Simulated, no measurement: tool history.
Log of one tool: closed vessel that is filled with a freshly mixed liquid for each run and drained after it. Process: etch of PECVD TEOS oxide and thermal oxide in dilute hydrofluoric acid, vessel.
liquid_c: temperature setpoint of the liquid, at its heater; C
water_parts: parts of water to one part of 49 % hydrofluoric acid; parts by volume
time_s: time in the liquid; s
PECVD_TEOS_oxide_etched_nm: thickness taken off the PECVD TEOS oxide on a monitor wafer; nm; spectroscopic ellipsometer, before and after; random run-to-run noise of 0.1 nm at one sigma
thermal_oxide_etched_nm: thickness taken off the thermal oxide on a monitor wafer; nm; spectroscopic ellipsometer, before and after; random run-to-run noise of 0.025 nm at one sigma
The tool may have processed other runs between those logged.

Run 1, hour 0.0: liquid_c 21.0 C, water_parts 140 parts by volume, time_s 190 s. Result: PECVD_TEOS_oxide_etched_nm 23.833 nm, thermal_oxide_etched_nm 4.9347 nm.
Run 2, hour 9.4: liquid_c 20.5 C, water_parts 145 parts by volume, time_s 190 s. Result: PECVD_TEOS_oxide_etched_nm 22.664 nm, thermal_oxide_etched_nm 4.6089 nm.
Run 3, hour 16.0: liquid_c 20.5 C, water_parts 145 parts by volume, time_s 120 s. Result: PECVD_TEOS_oxide_etched_nm 14.112 nm, thermal_oxide_etched_nm 2.8838 nm.
Run 4, hour 19.0: liquid_c 20.5 C, water_parts 115 parts by volume, time_s 120 s. Result: PECVD_TEOS_oxide_etched_nm 18.419 nm, thermal_oxide_etched_nm 3.7132 nm.
Run 5, hour 22.4: liquid_c 20.5 C, water_parts 70 parts by volume, time_s 120 s. Result: PECVD_TEOS_oxide_etched_nm 31.955 nm, thermal_oxide_etched_nm 6.5759 nm.
Run 6, hour 26.5: liquid_c 20.0 C, water_parts 80 parts by volume, time_s 120 s. Result: PECVD_TEOS_oxide_etched_nm 26.843 nm, thermal_oxide_etched_nm 5.5116 nm.
Run 7, hour 31.2: liquid_c 17.0 C, water_parts 130 parts by volume, time_s 120 s. Result: PECVD_TEOS_oxide_etched_nm 13.880 nm, thermal_oxide_etched_nm 2.8725 nm.

Expected results for the next run?
Run 8, hour 32.9: liquid_c 17.5 C, water_parts 130 parts by volume, time_s 120 s. Result: PECVD_TEOS_oxide_etched_nm ?, thermal_oxide_etched_nm ?.

PECVD_TEOS_oxide_etched_nm: 14.124 nm
thermal_oxide_etched_nm: 2.9073 nm
